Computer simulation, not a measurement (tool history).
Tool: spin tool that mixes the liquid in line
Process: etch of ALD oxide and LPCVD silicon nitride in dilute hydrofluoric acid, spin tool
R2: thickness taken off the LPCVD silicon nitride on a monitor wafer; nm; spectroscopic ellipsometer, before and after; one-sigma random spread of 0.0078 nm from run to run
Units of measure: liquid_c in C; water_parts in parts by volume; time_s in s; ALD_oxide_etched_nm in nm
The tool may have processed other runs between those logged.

{"run": 1, "hour": 0.0, "liquid_c": 26, "water_parts": 45, "time_s": 35, "ALD_oxide_etched_nm": 12.421, "R2": 0.39425}
{"run": 2, "hour": 6.6, "liquid_c": 25, "water_parts": 50, "time_s": 35, "ALD_oxide_etched_nm": 10.624, "R2": 0.31385}
{"run": 3, "hour": 9.3, "liquid_c": 21.5, "water_parts": 50, "time_s": 35, "ALD_oxide_etched_nm": 9.2917, "R2": 0.24825}
{"run": 4, "hour": 15.6, "liquid_c": 21, "water_parts": 55, "time_s": 35, "ALD_oxide_etched_nm": 8.0737, "R2": 0.22137}
{"run": 5, "hour": 21.4, "liquid_c": 20.5, "water_parts": 60, "time_s": 35, "ALD_oxide_etched_nm": 7.2434, "R2": 0.18651}
{"run": 6, "hour": 24.2, "liquid_c": 20.5, "water_parts": 60, "time_s": 20, "ALD_oxide_etched_nm": 4.0847, "R2": 0.11499}
{"run": 7, "hour": 26.4, "liquid_c": 21, "water_parts": 60, "time_s": 20, "ALD_oxide_etched_nm": 4.239, "R2": 0.1023}

Run 8 comes next. What will it give?
{"run": 8, "hour": 33.9, "liquid_c": 21.5, "water_parts": 60, "time_s": 20, "ALD_oxide_etched_nm": "?", "R2": "?"}

ALD_oxide_etched_nm: 4.3129 nm
R2: 0.13236 nm
